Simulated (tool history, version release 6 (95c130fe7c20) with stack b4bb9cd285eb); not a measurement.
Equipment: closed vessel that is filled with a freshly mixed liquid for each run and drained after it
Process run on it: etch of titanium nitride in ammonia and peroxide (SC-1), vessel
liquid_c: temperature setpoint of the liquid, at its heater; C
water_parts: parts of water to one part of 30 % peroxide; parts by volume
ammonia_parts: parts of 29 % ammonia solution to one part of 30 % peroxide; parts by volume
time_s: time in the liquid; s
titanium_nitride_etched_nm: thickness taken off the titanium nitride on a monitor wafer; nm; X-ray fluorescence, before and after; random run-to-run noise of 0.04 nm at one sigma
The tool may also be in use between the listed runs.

Run 1, hour 0.0: liquid_c 58.0 C, water_parts 16.5 parts by volume, ammonia_parts 0.85 parts by volume, time_s 90 s. Result: titanium_nitride_etched_nm 10.7570 nm.
Run 2, hour 3.2: liquid_c 58.0 C, water_parts 22.0 parts by volume, ammonia_parts 0.85 parts by volume, time_s 90 s. Result: titanium_nitride_etched_nm 9.2927 nm.
Run 3, hour 12.2: liquid_c 57.0 C, water_parts 22.0 parts by volume, ammonia_parts 0.85 parts by volume, time_s 90 s. Result: titanium_nitride_etched_nm 8.6262 nm.
Run 4, hour 15.3: liquid_c 56.0 C, water_parts 22.0 parts by volume, ammonia_parts 0.85 parts by volume, time_s 90 s. Result: titanium_nitride_etched_nm 8.0975 nm.
Run 5, hour 23.3: liquid_c 56.0 C, water_parts 22.0 parts by volume, ammonia_parts 0.85 parts by volume, time_s 95 s. Result: titanium_nitride_etched_nm 8.5119 nm.
Run 6, hour 24.6: liquid_c 55.5 C, water_parts 22.0 parts by volume, ammonia_parts 0.85 parts by volume, time_s 95 s. Result: titanium_nitride_etched_nm 8.1719 nm.

What does the tool deliver on the next run?
Run 7, hour 29.6: liquid_c 55.0 C, water_parts 22.0 parts by volume, ammonia_parts 0.85 parts by volume, time_s 95 s. Result: titanium_nitride_etched_nm ?.

titanium_nitride_etched_nm: 8.0211 nm

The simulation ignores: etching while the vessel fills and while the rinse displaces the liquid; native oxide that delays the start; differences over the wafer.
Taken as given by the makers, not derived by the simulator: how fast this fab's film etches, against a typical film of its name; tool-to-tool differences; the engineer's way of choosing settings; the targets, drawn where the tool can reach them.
